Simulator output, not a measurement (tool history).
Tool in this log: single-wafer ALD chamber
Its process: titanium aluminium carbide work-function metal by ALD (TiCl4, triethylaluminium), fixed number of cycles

| run | hour | heater temperature setpoint (°C) | triethylaluminium pulse time (s) | mean film thickness on the monitor wafer (angstrom) |
|---|---|---|---|---|
| 1 | 0.0 | 285 | 9.83 | 20.144 |
| 2 | 8.5 | 280 | 9.83 | 19.639 |
| 3 | 17.1 | 275 | 8.14 | 18.237 |
| 4 | 22.2 | 275 | 10.76 | 19.079 |
| 5 | 26.9 | 271 | 9.34 | 18.644 |
| 6 | 30.8 | 275 | 9.34 | 19.007 |
| 7 | 38.9 | 271 | 7.78 | 17.735 |

Estimate the outcome of run 8 from the log above:
| 8 | 43.5 | 268 | 7.13 | ? |

Run 8 yielded mean film thickness on the monitor wafer (angstrom) 16.859.
